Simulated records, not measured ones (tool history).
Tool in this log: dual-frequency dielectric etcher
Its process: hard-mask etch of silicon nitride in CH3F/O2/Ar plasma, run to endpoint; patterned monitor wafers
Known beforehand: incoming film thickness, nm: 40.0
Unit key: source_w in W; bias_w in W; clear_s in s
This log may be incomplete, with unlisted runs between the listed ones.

{"run": 1, "day": 0.0, "source_w": 390, "bias_w": 53, "clear_s": 64.177}
{"run": 2, "day": 0.35, "source_w": 390, "bias_w": 49, "clear_s": 66.058}
{"run": 3, "day": 0.558, "source_w": 430, "bias_w": 51, "clear_s": 62.566}
{"run": 4, "day": 0.579, "source_w": 460, "bias_w": 52, "clear_s": 62.687}
{"run": 5, "day": 0.667, "source_w": 490, "bias_w": 52, "clear_s": 60.922}
{"run": 6, "day": 0.796, "source_w": 490, "bias_w": 48, "clear_s": 62.274}

Forecast run 7:
{"run": 7, "day": 0.921, "source_w": 510, "bias_w": 52, "clear_s": "?"}

{"run 7": {"clear_s": 59.569}}

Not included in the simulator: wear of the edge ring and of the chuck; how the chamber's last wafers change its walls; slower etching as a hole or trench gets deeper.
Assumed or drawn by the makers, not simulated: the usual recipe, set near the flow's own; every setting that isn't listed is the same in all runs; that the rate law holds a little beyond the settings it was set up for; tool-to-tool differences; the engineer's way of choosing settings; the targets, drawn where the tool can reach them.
